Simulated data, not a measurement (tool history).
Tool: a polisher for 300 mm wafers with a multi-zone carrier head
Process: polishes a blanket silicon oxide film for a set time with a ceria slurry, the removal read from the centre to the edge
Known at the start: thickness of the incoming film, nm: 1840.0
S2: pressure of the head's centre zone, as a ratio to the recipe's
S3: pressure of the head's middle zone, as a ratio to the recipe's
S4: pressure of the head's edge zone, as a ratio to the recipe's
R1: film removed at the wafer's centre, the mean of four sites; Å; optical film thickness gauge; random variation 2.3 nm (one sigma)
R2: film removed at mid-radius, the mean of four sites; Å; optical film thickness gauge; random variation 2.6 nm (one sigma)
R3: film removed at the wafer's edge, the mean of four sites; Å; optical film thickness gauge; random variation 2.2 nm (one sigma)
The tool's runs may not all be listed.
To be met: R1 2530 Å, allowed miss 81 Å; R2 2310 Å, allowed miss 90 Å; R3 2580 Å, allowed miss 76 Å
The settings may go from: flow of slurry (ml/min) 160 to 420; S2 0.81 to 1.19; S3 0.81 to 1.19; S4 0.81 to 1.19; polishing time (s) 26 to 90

Run 1, hour 0: flow of slurry (ml/min) 270, S2 1, S3 1, S4 1, polishing time (s) 58. Result: R1 2076.1 Å, R2 2078.6 Å, R3 2100.1 Å.
Run 2, hour 4.4: flow of slurry (ml/min) 275, S2 1.01, S3 1, S4 1.03, polishing time (s) 59. Result: R1 2143.8 Å, R2 2135.2 Å, R3 2165.5 Å.
Run 3, hour 8.4: flow of slurry (ml/min) 280, S2 1.02, S3 0.99, S4 1.05, polishing time (s) 60. Result: R1 2180.8 Å, R2 2161.3 Å, R3 2206.3 Å.
Run 4, hour 15.8: flow of slurry (ml/min) 225, S2 1.02, S3 0.99, S4 1.05, polishing time (s) 60. Result: R1 2069.2 Å, R2 2048.8 Å, R3 2148.1 Å.
Run 5, hour 19.2: flow of slurry (ml/min) 225, S2 1.02, S3 0.94, S4 1.05, polishing time (s) 60. Result: R1 2115.6 Å, R2 1958.4 Å, R3 2155 Å.
Run 6, hour 26.7: flow of slurry (ml/min) 225, S2 1.07, S3 0.94, S4 1.05, polishing time (s) 60. Result: R1 2157.9 Å, R2 1935.4 Å, R3 2155.2 Å.
Run 7, hour 32.4: flow of slurry (ml/min) 245, S2 1.07, S3 0.94, S4 1.07, polishing time (s) 61. Result: R1 2274.4 Å, R2 2010.9 Å, R3 2255.6 Å.
Run 8, hour 34.5: flow of slurry (ml/min) 265, S2 1.07, S3 0.94, S4 1.09, polishing time (s) 61. Result: R1 2308 Å, R2 2068.3 Å, R3 2236.4 Å.
At hour 39: slurry nozzle cleaned.
Run 9, hour 39: flow of slurry (ml/min) 205, S2 1.06, S3 0.96, S4 1.12, polishing time (s) 70. Result: R1 2674.7 Å, R2 2430.3 Å, R3 2640.2 Å.
Run 10, hour 40.3: flow of slurry (ml/min) 200, S2 1.05, S3 0.96, S4 1.12, polishing time (s) 70. Result: R1 2590.7 Å, R2 2413.7 Å, R3 2656.3 Å.

Which of these 5 next moves meets every target?
Run A, hour 41.6: flow of slurry (ml/min) 185, S2 1.06, S3 0.92, S4 1.12, polishing time (s) 74. Result: R1 ?, R2 ?, R3 ?.
Run B, hour 41.6: flow of slurry (ml/min) 185, S2 0.99, S3 0.95, S4 1.13, polishing time (s) 74. Result: R1 ?, R2 ?, R3 ?.
Run C, hour 41.6: flow of slurry (ml/min) 200, S2 1.06, S3 0.94, S4 1.18, polishing time (s) 70. Result: R1 ?, R2 ?, R3 ?.
Run D, hour 41.6: flow of slurry (ml/min) 175, S2 1.03, S3 0.86, S4 1.15, polishing time (s) 73. Result: R1 ?, R2 ?, R3 ?.
Run E, hour 41.6: flow of slurry (ml/min) 165, S2 1.05, S3 0.94, S4 1.09, polishing time (s) 71. Result: R1 ?, R2 ?, R3 ?.

move      R1      R2      R3
   A  2709.2  2414.5  2768.1
   B  2529.5  2480.9  2779.6
   C  2603.6    2358  2717.4
   D  2563.9  2228.3  2748.2
   E  2508.6  2304.4  2574.7
A: further off than the last run
B: further off than the last run
C: brings the result that was furthest off to its target, and leaves another outside
D: brings the result that was furthest off to its target, and leaves another outside
E: meets every target
Answer: E
